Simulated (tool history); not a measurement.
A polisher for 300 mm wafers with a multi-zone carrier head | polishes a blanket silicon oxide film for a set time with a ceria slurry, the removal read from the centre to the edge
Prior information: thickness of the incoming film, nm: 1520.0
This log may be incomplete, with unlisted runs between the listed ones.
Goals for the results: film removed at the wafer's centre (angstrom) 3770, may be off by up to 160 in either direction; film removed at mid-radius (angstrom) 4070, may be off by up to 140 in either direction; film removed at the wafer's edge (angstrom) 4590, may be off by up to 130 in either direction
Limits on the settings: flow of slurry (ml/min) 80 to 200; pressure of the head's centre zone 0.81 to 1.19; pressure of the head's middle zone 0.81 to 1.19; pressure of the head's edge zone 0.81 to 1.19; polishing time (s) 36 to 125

run    day  flow of slurry (ml/min)  pressure of the head's centre zone  pressure of the head's middle zone  pressure of the head's edge zone  polishing time (s)  film removed at the wafer's centre (angstrom)  film removed at mid-radius (angstrom)  film removed at the wafer's edge (angstrom)
  1      0                      130                                   1                                   1                                 1                  80                                         5542.8                                 5613.1                                       5898.1
  2  0.333                      130                                   1                                   1                                 1                  62                                         4355.9                                 4427.5                                       4498.1
  3  0.454                      130                                   1                                   1                              0.94                  62                                         4302.8                                 4386.3                                       4390.6
  4  0.733                      130                                   1                                   1                              0.94                  45                                         3124.2                                 3140.8                                       3199.7
  5  0.892                      130                                   1                                0.92                              0.94                  45                                         3171.8                                 2905.9                                       3202.1
  6  1.004                      135                                0.98                                0.93                              0.99                  48                                         3294.7                                 3272.2                                       3546.4
  7  1.125                      140                                0.98                                0.92                              1.03                  49                                         3500.3                                 3255.6                                       3669.3
  8  1.208                      145                                0.96                                0.93                              1.06                  50                                         3562.7                                 3444.8                                         3857
  9  1.242                      150                                0.94                                0.94                              1.09                  51                                         3500.8                                 3600.1                                       4051.2

Of the 4 settings listed for the next run, only one would bring every result within its allowed miss of target. Which one?
  A  1.275                      135                                0.92                                0.98                              1.15                  58                                              ?                                      ?                                            ?
  B  1.275                      160                                0.96                                1.03                              1.07                  58                                              ?                                      ?                                            ?
  C  1.275                      115                                0.84                                0.94                              1.05                  63                                              ?                                      ?                                            ?
  D  1.275                      130                                0.97                                0.95                              1.09                  60                                              ?                                      ?                                            ?

move  film removed at the wafer's centre (angstrom)  film removed at mid-radius (angstrom)  film removed at the wafer's edge (angstrom)
   A                                         3810.3                                 4080.6                                       4564.3
   B                                         4209.2                                 4469.5                                       4547.1
   C                                         3538.4                                 4050.4                                       4566.4
   D                                         4098.6                                 4061.9                                       4558.7
A: all results land within tolerance of their targets
B: puts the biggest miss on target and leaves a different result outside tolerance
C: puts the biggest miss on target and leaves a different result outside tolerance
D: puts the biggest miss on target and leaves a different result outside tolerance
A meets every target.
